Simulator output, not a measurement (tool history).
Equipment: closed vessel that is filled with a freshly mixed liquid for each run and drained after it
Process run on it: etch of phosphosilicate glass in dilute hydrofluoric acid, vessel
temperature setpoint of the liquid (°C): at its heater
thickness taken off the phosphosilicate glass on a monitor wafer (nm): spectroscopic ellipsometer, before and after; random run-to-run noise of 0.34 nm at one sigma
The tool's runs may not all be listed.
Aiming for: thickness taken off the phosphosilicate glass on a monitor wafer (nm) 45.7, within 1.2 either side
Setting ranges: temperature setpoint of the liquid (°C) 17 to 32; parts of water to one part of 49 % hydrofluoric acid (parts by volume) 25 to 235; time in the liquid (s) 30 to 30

run  hour  temperature setpoint of the liquid (°C)  parts of water to one part of 49 % hydrofluoric acid (parts by volume)  time in the liquid (s)  thickness taken off the phosphosilicate glass on a monitor wafer (nm)
  1     0                                       24                                                                     130                      30                                                                 13.934
  2   1.7                                       24                                                                     110                      30                                                                 16.672
  3   8.1                                       24                                                                     155                      30                                                                 11.494
  4  11.1                                       24                                                                     120                      30                                                                 15.273
  5  15.4                                       25                                                                     110                      30                                                                 17.425
  6  23.5                                       25                                                                      80                      30                                                                 24.784
  7  32.5                                       26                                                                      75                      30                                                                 27.703
  8  35.9                                       30                                                                      45                      30                                                                 57.443

5 candidate next runs follow, results not yet known. Just one meets every target within its allowed miss. Identify it.
  A  39.3                                     24.5                                                                      45                      30                                                                      ?
  B  39.3                                       28                                                                      55                      30                                                                      ?
  C  39.3                                       29                                                                      30                      30                                                                      ?
  D  39.3                                       31                                                                      60                      30                                                                      ?
  E  39.3                                     30.5                                                                      60                      30                                                                      ?

move  thickness taken off the phosphosilicate glass on a monitor wafer (nm)
   A                                                                 45.331
   B                                                                 42.131
   C                                                                 83.457
   D                                                                 43.105
   E                                                                  42.28
A: every result lands within tolerance
B: takes the result that was furthest off past its target
C: the biggest miss grows against the last run
D: takes the result that was furthest off past its target
E: takes the result that was furthest off past its target
Answer: A
